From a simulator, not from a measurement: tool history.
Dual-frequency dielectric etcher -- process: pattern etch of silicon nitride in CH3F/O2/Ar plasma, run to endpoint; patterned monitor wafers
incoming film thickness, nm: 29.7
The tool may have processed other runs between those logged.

run,day,source power (kW),bias power (kW),endpoint time (s)
1,0.000,0.330,0.084,44.917
2,0.062,0.310,0.082,45.699
3,0.396,0.290,0.079,47.406
4,0.533,0.290,0.074,48.636
5,0.688,0.330,0.074,46.493
6,0.721,0.330,0.089,44.454

Run 7 is up next; what results do you expect?
7,0.771,0.300,0.086,?

Run 7 came out at endpoint time (s) 45.683.
